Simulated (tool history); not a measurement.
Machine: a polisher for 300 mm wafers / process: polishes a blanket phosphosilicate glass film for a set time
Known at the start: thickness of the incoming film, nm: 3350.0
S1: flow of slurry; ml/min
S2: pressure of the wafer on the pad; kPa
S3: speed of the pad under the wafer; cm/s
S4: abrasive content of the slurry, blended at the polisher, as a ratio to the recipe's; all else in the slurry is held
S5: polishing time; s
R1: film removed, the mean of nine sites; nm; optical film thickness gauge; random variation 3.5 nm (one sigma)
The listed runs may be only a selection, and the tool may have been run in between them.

Run 1, day 0: S1 200 ml/min, S2 28.3 kPa, S3 76 cm/s, S4 1, S5 73 s. Result: R1 551.85 nm.
Run 2, day 0.162: S1 200 ml/min, S2 27.6 kPa, S3 76 cm/s, S4 1, S5 73 s. Result: R1 535.47 nm.
Run 3, day 0.183: S1 200 ml/min, S2 26.9 kPa, S3 76 cm/s, S4 1, S5 73 s. Result: R1 515.66 nm.
Run 4, day 0.542: S1 200 ml/min, S2 26.9 kPa, S3 76 cm/s, S4 1, S5 73 s. Result: R1 522.02 nm.
Run 5, day 0.792: S1 225 ml/min, S2 26.9 kPa, S3 76 cm/s, S4 1, S5 73 s. Result: R1 522.06 nm.
Run 6, day 0.829: S1 225 ml/min, S2 26.2 kPa, S3 76 cm/s, S4 1, S5 73 s. Result: R1 508.67 nm.

Run 7, settings as shown, results not yet in. Your forecast:
Run 7, day 1.117: S1 225 ml/min, S2 25.5 kPa, S3 76 cm/s, S4 1, S5 73 s. Result: R1 ?.

R1: 502.37 nm

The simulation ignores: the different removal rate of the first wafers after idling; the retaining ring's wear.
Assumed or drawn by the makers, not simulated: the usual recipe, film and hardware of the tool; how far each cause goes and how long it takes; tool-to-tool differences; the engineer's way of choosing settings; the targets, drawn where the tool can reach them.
